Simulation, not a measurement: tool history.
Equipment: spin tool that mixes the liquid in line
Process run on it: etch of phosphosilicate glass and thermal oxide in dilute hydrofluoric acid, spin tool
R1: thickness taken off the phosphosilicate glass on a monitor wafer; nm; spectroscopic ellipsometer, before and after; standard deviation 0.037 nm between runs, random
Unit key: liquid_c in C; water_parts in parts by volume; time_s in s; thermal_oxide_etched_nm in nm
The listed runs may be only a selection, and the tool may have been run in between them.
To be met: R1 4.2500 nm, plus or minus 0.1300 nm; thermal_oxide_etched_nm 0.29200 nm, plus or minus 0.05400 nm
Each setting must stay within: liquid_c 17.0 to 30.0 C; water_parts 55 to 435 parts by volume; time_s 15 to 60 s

run 1 day=0.000 | liquid_c=22.0 water_parts=245 time_s=30 | R1=6.6199 thermal_oxide_etched_nm=0.44328
run 2 day=0.333 | liquid_c=22.0 water_parts=245 time_s=40 | R1=8.9595 thermal_oxide_etched_nm=0.58879
run 3 day=0.612 | liquid_c=22.0 water_parts=330 time_s=40 | R1=6.0765 thermal_oxide_etched_nm=0.42483
run 4 day=0.962 | liquid_c=21.5 water_parts=335 time_s=40 | R1=5.8767 thermal_oxide_etched_nm=0.41442
run 5 day=1.321 | liquid_c=21.5 water_parts=285 time_s=40 | R1=7.2659 thermal_oxide_etched_nm=0.49739
run 6 day=1.671 | liquid_c=21.0 water_parts=295 time_s=40 | R1=6.7505 thermal_oxide_etched_nm=0.42576
run 7 day=1.946 | liquid_c=21.0 water_parts=310 time_s=40 | R1=6.3672 thermal_oxide_etched_nm=0.47881
run 8 day=2.158 | liquid_c=21.5 water_parts=325 time_s=40 | R1=6.1509 thermal_oxide_etched_nm=0.42320
run 9 day=2.533 | liquid_c=21.5 water_parts=325 time_s=40 | R1=6.0838 thermal_oxide_etched_nm=0.40973
run 10 day=2.888 | liquid_c=21.0 water_parts=330 time_s=40 | R1=5.9370 thermal_oxide_etched_nm=0.40224
run 11 day=3.217 | liquid_c=20.5 water_parts=340 time_s=40 | R1=5.5405 thermal_oxide_etched_nm=0.39877
run 12 day=3.250 | liquid_c=20.5 water_parts=350 time_s=40 | R1=5.3599 thermal_oxide_etched_nm=0.36865

Of the 5 settings listed for the next run, only one would bring every result within its allowed miss of target. Which one?
run A day=3.283 | liquid_c=28.0 water_parts=425 time_s=60 | R1=? thermal_oxide_etched_nm=?
run B day=3.283 | liquid_c=24.0 water_parts=385 time_s=35 | R1=? thermal_oxide_etched_nm=?
run C day=3.283 | liquid_c=17.0 water_parts=295 time_s=25 | R1=? thermal_oxide_etched_nm=?
run D day=3.283 | liquid_c=19.0 water_parts=405 time_s=40 | R1=? thermal_oxide_etched_nm=?
run E day=3.283 | liquid_c=23.5 water_parts=385 time_s=50 | R1=? thermal_oxide_etched_nm=?

move=A R1=7.8983 thermal_oxide_etched_nm=0.54612
move=B R1=4.6461 thermal_oxide_etched_nm=0.32125
move=C R1=3.6536 thermal_oxide_etched_nm=0.25262
move=D R1=4.1847 thermal_oxide_etched_nm=0.28934
move=E R1=6.5280 thermal_oxide_etched_nm=0.45137
A: misses by more than the last run did
B: nearer than the last run, and not there yet
C: the result that was furthest off in the last run now lies on the other side of its target
D: every result lands within tolerance
E: misses by more than the last run did
Correct choice: D, which meets every target
